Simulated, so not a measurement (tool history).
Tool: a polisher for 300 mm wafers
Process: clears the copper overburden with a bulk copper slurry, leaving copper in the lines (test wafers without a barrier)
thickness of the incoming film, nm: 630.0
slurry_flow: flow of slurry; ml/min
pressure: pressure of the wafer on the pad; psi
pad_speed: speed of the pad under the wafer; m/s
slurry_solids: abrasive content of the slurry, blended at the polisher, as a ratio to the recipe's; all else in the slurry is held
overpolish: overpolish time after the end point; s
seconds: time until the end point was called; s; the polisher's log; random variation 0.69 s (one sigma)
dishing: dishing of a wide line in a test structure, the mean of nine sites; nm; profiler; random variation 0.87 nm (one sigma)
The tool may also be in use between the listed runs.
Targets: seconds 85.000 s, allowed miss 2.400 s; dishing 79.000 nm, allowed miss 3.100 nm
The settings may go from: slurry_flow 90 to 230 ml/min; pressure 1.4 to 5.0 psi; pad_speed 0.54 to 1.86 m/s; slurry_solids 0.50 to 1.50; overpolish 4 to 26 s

run	day	slurry_flow	pressure	pad_speed	slurry_solids	overpolish	seconds	dishing
1	0.000	150	3.2	1.18	1.00	13	59.384	81.044
2	0.175	150	3.2	1.18	1.15	13	57.241	79.592
3	0.362	150	3.2	1.18	1.25	13	56.821	82.455
4	0.533	145	3.0	1.18	1.25	14	60.826	81.734
5	0.721	145	3.4	1.18	1.25	14	54.504	90.094
6	0.817	140	3.2	1.18	1.25	15	56.656	87.615
7	0.892	140	3.0	1.18	1.25	16	61.331	88.101
8	1.096	135	2.9	1.18	1.25	16	62.370	87.470
9	1.233	135	2.0	1.16	1.25	19	90.275	74.267

4 next moves are on the table. One of them brings every result within its allowed miss. Which?
A	1.371	145	2.1	1.22	1.20	17	?	?
B	1.371	105	2.3	1.20	1.10	20	?	?
C	1.371	135	2.0	1.28	1.10	17	?	?
D	1.371	120	2.0	1.20	1.05	21	?	?

move	seconds	dishing
A	81.728	74.724
B	84.296	81.121
C	84.249	72.996
D	93.090	77.439
A: takes the result that was furthest off past its target
B: meets every target
C: brings the result that was furthest off to its target, and leaves another outside
D: further off than the last run
Answer: B
